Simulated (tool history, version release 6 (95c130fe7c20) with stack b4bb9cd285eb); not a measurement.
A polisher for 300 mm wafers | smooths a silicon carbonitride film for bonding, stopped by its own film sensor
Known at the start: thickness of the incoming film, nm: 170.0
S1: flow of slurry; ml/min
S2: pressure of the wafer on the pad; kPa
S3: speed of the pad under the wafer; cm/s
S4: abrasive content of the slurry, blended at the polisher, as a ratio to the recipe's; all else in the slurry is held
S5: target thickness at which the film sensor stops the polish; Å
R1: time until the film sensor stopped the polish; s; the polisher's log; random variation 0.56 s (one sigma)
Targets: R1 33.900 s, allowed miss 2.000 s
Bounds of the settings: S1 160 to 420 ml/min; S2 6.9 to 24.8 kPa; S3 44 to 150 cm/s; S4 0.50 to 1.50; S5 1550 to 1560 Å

{"run": 1, "hour": 0.0, "S1": 270, "S2": 15.9, "S3": 96, "S4": 1.0, "S5": 1550, "R1": 52.671}
{"run": 2, "hour": 7.7, "S1": 270, "S2": 13.1, "S3": 96, "S4": 1.0, "S5": 1550, "R1": 63.58}
{"run": 3, "hour": 11.6, "S1": 245, "S2": 13.1, "S3": 96, "S4": 1.0, "S5": 1550, "R1": 64.635}
{"run": 4, "hour": 20.3, "S1": 245, "S2": 15.2, "S3": 98, "S4": 1.0, "S5": 1550, "R1": 53.777}
{"run": 5, "hour": 25.9, "S1": 245, "S2": 16.5, "S3": 100, "S4": 1.0, "S5": 1550, "R1": 49.832}
{"run": 6, "hour": 33.4, "S1": 245, "S2": 13.8, "S3": 100, "S4": 1.0, "S5": 1550, "R1": 59.668}
{"run": 7, "hour": 41.4, "S1": 245, "S2": 15.9, "S3": 102, "S4": 1.0, "S5": 1550, "R1": 50.467}
{"run": 8, "hour": 47.2, "S1": 245, "S2": 20.0, "S3": 108, "S4": 1.0, "S5": 1550, "R1": 39.41}

4 next moves are on the table. One of them brings every result within its allowed miss. Which?
{"run": "A", "hour": 53.0, "S1": 210, "S2": 19.3, "S3": 110, "S4": 0.9, "S5": 1560, "R1": "?"}
{"run": "B", "hour": 53.0, "S1": 225, "S2": 19.3, "S3": 110, "S4": 1.0, "S5": 1550, "R1": "?"}
{"run": "C", "hour": 53.0, "S1": 240, "S2": 21.4, "S3": 108, "S4": 1.2, "S5": 1550, "R1": "?"}
{"run": "D", "hour": 53.0, "S1": 240, "S2": 17.9, "S3": 134, "S4": 0.85, "S5": 1550, "R1": "?"}

move=A R1=39.270
move=B R1=39.651
move=C R1=33.374
move=D R1=39.013
A: as far off as the last run
B: as far off as the last run
C: meets every target
D: nearer than the last run, and not there yet
Answer: C
